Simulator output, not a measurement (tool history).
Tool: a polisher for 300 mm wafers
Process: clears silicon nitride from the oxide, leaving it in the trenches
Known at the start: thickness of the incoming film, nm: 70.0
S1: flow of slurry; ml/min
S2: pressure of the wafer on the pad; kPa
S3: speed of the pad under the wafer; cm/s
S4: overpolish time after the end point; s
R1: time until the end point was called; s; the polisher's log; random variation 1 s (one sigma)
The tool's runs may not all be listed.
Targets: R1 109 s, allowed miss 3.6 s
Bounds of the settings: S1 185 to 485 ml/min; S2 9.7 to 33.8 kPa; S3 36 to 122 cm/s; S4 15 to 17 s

{"run": 1, "hour": 0.0, "S1": 310, "S2": 21.4, "S3": 78, "S4": 15, "R1": 92.117}
{"run": 2, "hour": 1.5, "S1": 310, "S2": 20.7, "S3": 78, "S4": 15, "R1": 93.608}
{"run": 3, "hour": 5.7, "S1": 310, "S2": 20.7, "S3": 78, "S4": 15, "R1": 93.438}
{"run": 4, "hour": 9.4, "S1": 310, "S2": 20, "S3": 78, "S4": 15, "R1": 96.811}
{"run": 5, "hour": 17.3, "S1": 310, "S2": 20, "S3": 64, "S4": 15, "R1": 116.97}
{"run": 6, "hour": 18.6, "S1": 310, "S2": 20, "S3": 50, "S4": 15, "R1": 147.03}
{"run": 7, "hour": 26.7, "S1": 310, "S2": 21.4, "S3": 50, "S4": 15, "R1": 139.25}
{"run": 8, "hour": 29.8, "S1": 310, "S2": 22.8, "S3": 50, "S4": 15, "R1": 133.82}
{"run": 9, "hour": 35.6, "S1": 310, "S2": 24.1, "S3": 50, "S4": 15, "R1": 126.12}
{"run": 10, "hour": 41.9, "S1": 310, "S2": 24.8, "S3": 50, "S4": 15, "R1": 121.39}
{"run": 11, "hour": 48.8, "S1": 310, "S2": 25.5, "S3": 50, "S4": 15, "R1": 119.91}

Which of these 5 next moves meets every target?
{"run": "A", "hour": 55.7, "S1": 270, "S2": 25.5, "S3": 56, "S4": 17, "R1": "?"}
{"run": "B", "hour": 55.7, "S1": 320, "S2": 22.8, "S3": 52, "S4": 16, "R1": "?"}
{"run": "C", "hour": 55.7, "S1": 295, "S2": 21.4, "S3": 52, "S4": 15, "R1": "?"}
{"run": "D", "hour": 55.7, "S1": 250, "S2": 27.6, "S3": 44, "S4": 15, "R1": "?"}
{"run": "E", "hour": 55.7, "S1": 435, "S2": 26.2, "S3": 44, "S4": 15, "R1": "?"}

move=A R1=108.74
move=B R1=127.26
move=C R1=134.73
move=D R1=128.62
move=E R1=130.13
A: meets every target
B: further off than the last run
C: further off than the last run
D: further off than the last run
E: further off than the last run
Move A is the one to make.
